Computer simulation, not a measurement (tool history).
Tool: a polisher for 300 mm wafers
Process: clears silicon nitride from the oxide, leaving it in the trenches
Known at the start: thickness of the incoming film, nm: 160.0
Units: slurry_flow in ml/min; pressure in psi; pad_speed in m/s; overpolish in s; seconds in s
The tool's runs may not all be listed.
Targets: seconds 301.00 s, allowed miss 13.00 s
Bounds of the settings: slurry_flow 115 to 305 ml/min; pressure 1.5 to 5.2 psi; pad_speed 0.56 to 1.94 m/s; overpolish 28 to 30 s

{"run": 1, "hour": 0.0, "slurry_flow": 195, "pressure": 3.3, "pad_speed": 1.24, "overpolish": 28, "seconds": 127.31}
{"run": 2, "hour": 3.0, "slurry_flow": 195, "pressure": 3.8, "pad_speed": 1.24, "overpolish": 28, "seconds": 108.45}
{"run": 3, "hour": 4.2, "slurry_flow": 195, "pressure": 3.5, "pad_speed": 1.18, "overpolish": 28, "seconds": 124.67}
{"run": 4, "hour": 12.2, "slurry_flow": 195, "pressure": 3.2, "pad_speed": 1.14, "overpolish": 28, "seconds": 141.68}
{"run": 5, "hour": 16.2, "slurry_flow": 195, "pressure": 4.0, "pad_speed": 1.14, "overpolish": 28, "seconds": 113.14}
{"run": 6, "hour": 17.4, "slurry_flow": 195, "pressure": 4.0, "pad_speed": 0.88, "overpolish": 28, "seconds": 143.86}
{"run": 7, "hour": 21.1, "slurry_flow": 195, "pressure": 3.7, "pad_speed": 0.88, "overpolish": 28, "seconds": 155.58}
{"run": 8, "hour": 23.4, "slurry_flow": 195, "pressure": 3.4, "pad_speed": 0.88, "overpolish": 28, "seconds": 166.64}
{"run": 9, "hour": 25.8, "slurry_flow": 195, "pressure": 3.4, "pad_speed": 0.88, "overpolish": 28, "seconds": 168.46}
{"run": 10, "hour": 33.1, "slurry_flow": 195, "pressure": 3.1, "pad_speed": 0.88, "overpolish": 28, "seconds": 186.72}
{"run": 11, "hour": 41.8, "slurry_flow": 195, "pressure": 2.9, "pad_speed": 0.88, "overpolish": 28, "seconds": 202.11}
{"run": 12, "hour": 43.0, "slurry_flow": 195, "pressure": 2.7, "pad_speed": 0.88, "overpolish": 28, "seconds": 213.26}
{"run": 13, "hour": 45.1, "slurry_flow": 195, "pressure": 2.6, "pad_speed": 0.88, "overpolish": 28, "seconds": 223.46}
{"run": 14, "hour": 52.7, "slurry_flow": 195, "pressure": 2.5, "pad_speed": 0.88, "overpolish": 28, "seconds": 231.08}
{"run": 15, "hour": 56.4, "slurry_flow": 190, "pressure": 1.5, "pad_speed": 0.86, "overpolish": 28, "seconds": 376.95}
{"run": 16, "hour": 59.6, "slurry_flow": 195, "pressure": 1.6, "pad_speed": 0.86, "overpolish": 28, "seconds": 353.7}
{"run": 17, "hour": 61.2, "slurry_flow": 200, "pressure": 1.6, "pad_speed": 0.86, "overpolish": 28, "seconds": 353.79}
{"run": 18, "hour": 65.9, "slurry_flow": 200, "pressure": 1.7, "pad_speed": 0.86, "overpolish": 28, "seconds": 337.65}
{"run": 19, "hour": 73.3, "slurry_flow": 205, "pressure": 2.1, "pad_speed": 0.86, "overpolish": 28, "seconds": 277.3}
{"run": 20, "hour": 80.1, "slurry_flow": 200, "pressure": 2.1, "pad_speed": 0.86, "overpolish": 28, "seconds": 274.76}
{"run": 21, "hour": 81.0, "slurry_flow": 195, "pressure": 2.1, "pad_speed": 0.86, "overpolish": 28, "seconds": 278.36}

4 next moves are on the table. One of them brings every result within its allowed miss. Which?
{"run": "A", "hour": 81.9, "slurry_flow": 205, "pressure": 2.2, "pad_speed": 0.76, "overpolish": 28, "seconds": "?"}
{"run": "B", "hour": 81.9, "slurry_flow": 185, "pressure": 2.2, "pad_speed": 0.84, "overpolish": 30, "seconds": "?"}
{"run": "C", "hour": 81.9, "slurry_flow": 195, "pressure": 1.8, "pad_speed": 1.02, "overpolish": 30, "seconds": "?"}
{"run": "D", "hour": 81.9, "slurry_flow": 190, "pressure": 2.7, "pad_speed": 0.66, "overpolish": 30, "seconds": "?"}

move=A seconds=296.58
move=B seconds=272.69
move=C seconds=272.27
move=D seconds=280.92
A: meets every target
B: further off than the last run
C: further off than the last run
D: nearer than the last run, and not there yet
Answer: A
